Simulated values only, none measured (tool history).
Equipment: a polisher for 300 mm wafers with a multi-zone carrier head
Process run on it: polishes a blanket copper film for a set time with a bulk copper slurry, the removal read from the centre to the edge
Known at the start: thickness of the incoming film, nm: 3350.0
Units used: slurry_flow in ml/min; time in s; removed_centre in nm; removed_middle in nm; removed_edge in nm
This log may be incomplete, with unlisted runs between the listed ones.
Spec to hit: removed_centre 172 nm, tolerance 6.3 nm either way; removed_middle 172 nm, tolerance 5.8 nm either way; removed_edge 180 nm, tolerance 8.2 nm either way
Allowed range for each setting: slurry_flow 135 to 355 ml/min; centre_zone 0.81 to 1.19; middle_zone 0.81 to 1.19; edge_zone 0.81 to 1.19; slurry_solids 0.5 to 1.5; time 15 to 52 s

run 1 hour=0 | slurry_flow=225 centre_zone=1 middle_zone=1 edge_zone=1 slurry_solids=1 time=33 | removed_centre=365.6 removed_middle=382.16 removed_edge=359.45
run 2 hour=7.1 | slurry_flow=215 centre_zone=0.98 middle_zone=0.96 edge_zone=0.98 slurry_solids=0.85 time=29 | removed_centre=311.51 removed_middle=309.22 removed_edge=303.57
run 3 hour=14.2 | slurry_flow=215 centre_zone=0.93 middle_zone=0.96 edge_zone=0.98 slurry_solids=0.85 time=29 | removed_centre=294.13 removed_middle=307.27 removed_edge=300.75
run 4 hour=20.4 | slurry_flow=215 centre_zone=0.93 middle_zone=0.96 edge_zone=1.03 slurry_solids=0.85 time=29 | removed_centre=290.34 removed_middle=303.7 removed_edge=306.23
run 5 hour=26.8 | slurry_flow=165 centre_zone=0.93 middle_zone=0.96 edge_zone=1.03 slurry_solids=0.85 time=29 | removed_centre=277.27 removed_middle=297.4 removed_edge=295.28
run 6 hour=31.3 | slurry_flow=165 centre_zone=0.93 middle_zone=0.96 edge_zone=1.03 slurry_solids=0.75 time=29 | removed_centre=268.52 removed_middle=284.52 removed_edge=286.57
run 7 hour=35 | slurry_flow=160 centre_zone=0.92 middle_zone=0.95 edge_zone=1.02 slurry_solids=0.7 time=26 | removed_centre=236.63 removed_middle=246.24 removed_edge=258.13
run 8 hour=43.6 | slurry_flow=155 centre_zone=0.92 middle_zone=0.95 edge_zone=0.98 slurry_solids=0.65 time=24 | removed_centre=213.31 removed_middle=230.44 removed_edge=228.05
run 9 hour=50.5 | slurry_flow=150 centre_zone=0.93 middle_zone=0.85 edge_zone=0.95 slurry_solids=0.5 time=18 | removed_centre=155.17 removed_middle=151 removed_edge=160.1
run 10 hour=57.4 | slurry_flow=170 centre_zone=0.93 middle_zone=0.86 edge_zone=0.97 slurry_solids=0.5 time=18 | removed_centre=157.33 removed_middle=154.13 removed_edge=165.21
run 11 hour=59.7 | slurry_flow=185 centre_zone=0.94 middle_zone=0.88 edge_zone=0.98 slurry_solids=0.5 time=18 | removed_centre=164.89 removed_middle=160.51 removed_edge=165.64

Of the 5 settings listed for the next run, only one would bring every result within its allowed miss of target. Which one?
run A hour=62 | slurry_flow=135 centre_zone=0.88 middle_zone=0.86 edge_zone=1.05 slurry_solids=0.65 time=19 | removed_centre=? removed_middle=? removed_edge=?
run B hour=62 | slurry_flow=255 centre_zone=0.92 middle_zone=0.9 edge_zone=1.04 slurry_solids=0.5 time=18 | removed_centre=? removed_middle=? removed_edge=?
run C hour=62 | slurry_flow=165 centre_zone=0.99 middle_zone=0.87 edge_zone=0.91 slurry_solids=0.65 time=16 | removed_centre=? removed_middle=? removed_edge=?
run D hour=62 | slurry_flow=175 centre_zone=1.14 middle_zone=0.94 edge_zone=1.03 slurry_solids=0.5 time=16 | removed_centre=? removed_middle=? removed_edge=?
run E hour=62 | slurry_flow=175 centre_zone=0.98 middle_zone=0.97 edge_zone=0.93 slurry_solids=0.5 time=17 | removed_centre=? removed_middle=? removed_edge=?

move=A removed_centre=154.01 removed_middle=160.23 removed_edge=178.72
move=B removed_centre=166.96 removed_middle=170.24 removed_edge=176.31
move=C removed_centre=153.06 removed_middle=142.68 removed_edge=145.28
move=D removed_centre=170.98 removed_middle=147.96 removed_edge=149.38
move=E removed_centre=157.12 removed_middle=161.56 removed_edge=151.09
A: further off than the last run
B: meets every target
C: further off than the last run
D: further off than the last run
E: further off than the last run
Go with B: it meets all targets.
